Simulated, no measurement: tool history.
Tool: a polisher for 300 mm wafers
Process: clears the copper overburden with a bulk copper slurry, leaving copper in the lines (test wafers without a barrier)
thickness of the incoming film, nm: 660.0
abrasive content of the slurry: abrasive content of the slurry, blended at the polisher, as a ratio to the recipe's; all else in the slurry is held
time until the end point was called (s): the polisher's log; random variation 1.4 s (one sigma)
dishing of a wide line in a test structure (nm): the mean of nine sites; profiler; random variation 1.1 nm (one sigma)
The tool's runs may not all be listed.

run,hour,flow of slurry (ml/min),pressure of the wafer on the pad (psi),speed of the pad under the wafer (m/s),abrasive content of the slurry,overpolish time after the end point (s),time until the end point was called (s),dishing of a wide line in a test structure (nm)
1,0,170,3.5,1.18,1,21,55.833,98.902
2,6.8,170,3.5,1.4,1,21,47.259,110.91
3,10.1,195,3.5,1.4,1,21,47.367,110.74
4,15.7,185,3.3,1.36,1.05,19,50.718,102.02
5,17.6,175,3.2,1.32,1.05,18,53.281,96.909
6,21.6,175,3.2,1.32,1.05,9,52.731,62.777
7,23.9,175,3.2,1.32,1.05,9,53.575,63.658
8,25.4,175,3.1,1.3,1.05,9,57.437,59.806
# hour 27.1: slurry blender recalibrated
9,27.1,175,3,1.3,1.05,9,52.136,62.108
10,33.5,175,3,1.22,1.05,9,55.279,61.659
11,42.3,170,2.8,1.16,1.05,9,62.767,55.563
12,43.9,170,2.7,1.14,1.05,9,66.534,55.492

Run 13 comes next. What will it give?
13,46.9,170,2.6,1.14,1.05,9,?,?

Run 13 gave time until the end point was called (s) 66.352, dishing of a wide line in a test structure (nm) 48.79.
